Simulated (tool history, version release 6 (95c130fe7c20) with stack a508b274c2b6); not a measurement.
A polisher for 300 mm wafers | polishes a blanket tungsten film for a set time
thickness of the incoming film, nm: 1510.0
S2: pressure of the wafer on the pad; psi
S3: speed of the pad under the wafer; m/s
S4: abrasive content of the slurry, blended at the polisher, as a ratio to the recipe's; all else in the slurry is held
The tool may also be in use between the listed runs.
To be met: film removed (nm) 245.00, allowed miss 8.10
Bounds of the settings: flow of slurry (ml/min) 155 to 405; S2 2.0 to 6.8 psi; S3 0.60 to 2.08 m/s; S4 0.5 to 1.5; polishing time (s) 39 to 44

Run 1, hour 0.0: flow of slurry (ml/min) 260, S2 4.4 psi, S3 1.34 m/s, S4 1.0, polishing time (s) 44. Result: film removed (nm) 324.97.
Run 2, hour 3.3: flow of slurry (ml/min) 260, S2 4.1 psi, S3 1.34 m/s, S4 1.0, polishing time (s) 44. Result: film removed (nm) 304.35.
Run 3, hour 4.3: flow of slurry (ml/min) 260, S2 4.7 psi, S3 1.34 m/s, S4 1.0, polishing time (s) 44. Result: film removed (nm) 347.09.
Run 4, hour 10.9: flow of slurry (ml/min) 300, S2 4.7 psi, S3 1.34 m/s, S4 1.0, polishing time (s) 44. Result: film removed (nm) 347.33.
Run 5, hour 12.2: flow of slurry (ml/min) 255, S2 4.7 psi, S3 1.34 m/s, S4 1.0, polishing time (s) 44. Result: film removed (nm) 343.34.
Run 6, hour 20.0: flow of slurry (ml/min) 255, S2 4.3 psi, S3 1.34 m/s, S4 1.0, polishing time (s) 44. Result: film removed (nm) 321.53.
Run 7, hour 27.4: flow of slurry (ml/min) 250, S2 3.1 psi, S3 1.32 m/s, S4 1.0, polishing time (s) 44. Result: film removed (nm) 234.67.
Run 8, hour 29.7: flow of slurry (ml/min) 250, S2 3.1 psi, S3 1.32 m/s, S4 1.0, polishing time (s) 44. Result: film removed (nm) 233.57.

Which of these 4 next moves meets every target?
Run A, hour 32.0: flow of slurry (ml/min) 240, S2 3.6 psi, S3 1.20 m/s, S4 1.0, polishing time (s) 40. Result: film removed (nm) ?.
Run B, hour 32.0: flow of slurry (ml/min) 275, S2 3.3 psi, S3 1.24 m/s, S4 1.1, polishing time (s) 44. Result: film removed (nm) ?.
Run C, hour 32.0: flow of slurry (ml/min) 225, S2 2.6 psi, S3 1.44 m/s, S4 1.1, polishing time (s) 43. Result: film removed (nm) ?.
Run D, hour 32.0: flow of slurry (ml/min) 255, S2 3.4 psi, S3 1.32 m/s, S4 0.9, polishing time (s) 40. Result: film removed (nm) ?.

move  film removed (nm)
   A             223.25
   B             244.47
   C             221.19
   D             226.45
A: further off than the last run
B: meets every target
C: further off than the last run
D: further off than the last run
Move B is the one to make.
